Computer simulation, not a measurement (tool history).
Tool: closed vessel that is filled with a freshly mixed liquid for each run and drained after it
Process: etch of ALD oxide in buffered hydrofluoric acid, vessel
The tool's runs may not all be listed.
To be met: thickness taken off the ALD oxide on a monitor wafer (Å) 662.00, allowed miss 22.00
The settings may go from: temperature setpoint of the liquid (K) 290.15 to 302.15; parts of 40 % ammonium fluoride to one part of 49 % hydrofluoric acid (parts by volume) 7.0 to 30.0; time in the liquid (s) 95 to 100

| run | day | temperature setpoint of the liquid (K) | parts of 40 % ammonium fluoride to one part of 49 % hydrofluoric acid (parts by volume) | time in the liquid (s) | thickness taken off the ALD oxide on a monitor wafer (Å) |
|---|---|---|---|---|---|
| 1 | 0.000 | 294.15 | 20.0 | 95 | 1094.00 |
| 2 | 0.129 | 297.65 | 20.0 | 95 | 1339.00 |
| 3 | 0.246 | 295.15 | 20.0 | 95 | 1154.70 |
| 4 | 0.558 | 295.15 | 25.0 | 95 | 1008.40 |
| 5 | 0.725 | 293.65 | 26.5 | 95 | 895.84 |
| 6 | 1.046 | 292.65 | 27.5 | 95 | 837.63 |
| 7 | 1.375 | 292.15 | 28.0 | 95 | 784.02 |
| 8 | 1.596 | 291.65 | 28.5 | 95 | 766.37 |
| 9 | 1.717 | 291.15 | 29.0 | 95 | 728.50 |
| 10 | 1.988 | 290.65 | 29.5 | 95 | 690.07 |

5 next moves are on the table. One of them brings every result within its allowed miss. Which?
| A | 2.258 | 290.15 | 27.0 | 95 | ? |
| B | 2.258 | 290.65 | 29.5 | 100 | ? |
| C | 2.258 | 290.15 | 30.0 | 95 | ? |
| D | 2.258 | 290.15 | 25.0 | 95 | ? |
| E | 2.258 | 290.15 | 30.0 | 100 | ? |

| move | thickness taken off the ALD oxide on a monitor wafer (Å) |
|---|---|
| A | 722.48 |
| B | 735.80 |
| C | 671.68 |
| D | 761.99 |
| E | 707.03 |
A: further off than the last run
B: further off than the last run
C: meets every target
D: further off than the last run
E: further off than the last run
The right move is C.
